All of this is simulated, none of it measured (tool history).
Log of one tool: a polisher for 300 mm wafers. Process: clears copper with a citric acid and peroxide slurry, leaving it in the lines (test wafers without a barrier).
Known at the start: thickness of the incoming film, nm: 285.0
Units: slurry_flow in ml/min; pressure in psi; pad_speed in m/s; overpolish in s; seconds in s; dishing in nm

run    day  slurry_flow  pressure  pad_speed  slurry_solids  overpolish  seconds  dishing
  1      0          245       3.4        0.9              1          29   117.86   35.203
  2  0.238          245       3.4        0.9              1          22    119.3    31.07
  3  0.283          245       3.4        0.9            1.1          22   114.04    29.89
  4  0.462          280       3.4        0.9            1.1          22   112.91   31.823
  5  0.504          275       3.2       0.86            1.1          23   123.99   31.722
  6  0.817          275       3.6       0.86            1.1          23   111.82   31.446
  7  1.004          275       3.4       0.82            1.1          23   123.11   30.393
  8  1.138          270       3.2       0.78            1.1          23   136.52   29.627
  9    1.3          265         3       0.76            1.1          23   152.38   27.185
 10  1.612          240         2       0.64            1.1          36   263.17   25.293

The next listed run, before its measurement:
 11  1.95          240         2       0.64            1.1          36        ?        ?

Run 11 gave seconds 263.27 s, dishing 25.477 nm.
